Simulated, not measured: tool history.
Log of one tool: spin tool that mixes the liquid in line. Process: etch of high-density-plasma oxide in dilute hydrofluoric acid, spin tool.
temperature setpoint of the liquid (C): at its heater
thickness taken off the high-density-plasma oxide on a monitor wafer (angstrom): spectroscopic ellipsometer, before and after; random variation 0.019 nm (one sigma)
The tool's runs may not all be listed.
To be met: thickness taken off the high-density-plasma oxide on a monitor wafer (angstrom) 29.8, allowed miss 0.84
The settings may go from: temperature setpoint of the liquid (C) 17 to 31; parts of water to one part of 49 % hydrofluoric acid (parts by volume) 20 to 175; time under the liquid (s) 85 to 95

run	day	temperature setpoint of the liquid (C)	parts of water to one part of 49 % hydrofluoric acid (parts by volume)	time under the liquid (s)	thickness taken off the high-density-plasma oxide on a monitor wafer (angstrom)
1	0	23	95	85	62.367
2	0.246	21.5	110	85	49.674
3	0.429	21.5	110	85	49.825
4	0.65	21.5	110	95	55.196
5	0.846	21.5	130	95	46.364
6	0.912	21.5	100	95	61.804
7	0.938	20	115	95	49.218
8	1.158	19	125	95	43.672

Which of these 4 next moves meets every target?
A	1.379	21.5	100	95	?
B	1.379	20.5	85	95	?
C	1.379	17	155	90	?
D	1.379	20.5	90	95	?

move	thickness taken off the high-density-plasma oxide on a monitor wafer (angstrom)
A	61.064
B	70.167
C	29.328
D	65.888
A: further off than the last run
B: further off than the last run
C: meets every target
D: further off than the last run
Answer: C

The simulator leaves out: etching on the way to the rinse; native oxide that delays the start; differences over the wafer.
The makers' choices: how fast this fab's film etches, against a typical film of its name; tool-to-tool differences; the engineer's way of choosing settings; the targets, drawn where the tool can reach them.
